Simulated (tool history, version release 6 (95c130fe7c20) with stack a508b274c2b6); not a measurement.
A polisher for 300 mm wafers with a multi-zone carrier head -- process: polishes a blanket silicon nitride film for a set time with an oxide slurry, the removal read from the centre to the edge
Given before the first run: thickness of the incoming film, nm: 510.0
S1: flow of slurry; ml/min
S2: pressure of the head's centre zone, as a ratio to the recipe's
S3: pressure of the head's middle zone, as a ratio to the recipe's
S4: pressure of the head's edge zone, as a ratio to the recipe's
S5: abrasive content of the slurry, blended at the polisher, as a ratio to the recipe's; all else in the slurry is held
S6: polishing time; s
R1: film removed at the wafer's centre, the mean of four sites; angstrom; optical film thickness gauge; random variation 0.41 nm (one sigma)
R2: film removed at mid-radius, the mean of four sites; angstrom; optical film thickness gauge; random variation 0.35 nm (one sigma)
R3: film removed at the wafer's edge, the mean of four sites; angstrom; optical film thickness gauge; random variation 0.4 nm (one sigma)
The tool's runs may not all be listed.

run  hour   S1    S2    S3    S4    S5  S6      R1      R2      R3
  1   0.0  305  1.00  1.00  1.00  1.00  59  513.36  500.27  513.40
  2   1.3  305  1.00  1.00  0.95  1.00  59  521.89  513.57  498.06
  3   2.9  300  0.97  1.01  0.96  0.90  58  470.68  477.45  467.98
  4  10.2  300  0.97  1.06  0.96  0.90  58  462.66  496.14  464.26
  5  11.6  300  0.97  0.99  0.96  0.90  58  458.85  474.03  472.64
  6  17.8  300  0.95  0.98  0.95  0.85  58  443.25  453.43  455.59

Run 7, settings as shown, results not yet in. Your forecast:
  7  23.6  295  0.93  0.99  0.96  0.80  58   ?   ?   ?

{"run 7": {"R1": 431.25, "R2": 442.09, "R3": 450.76}}
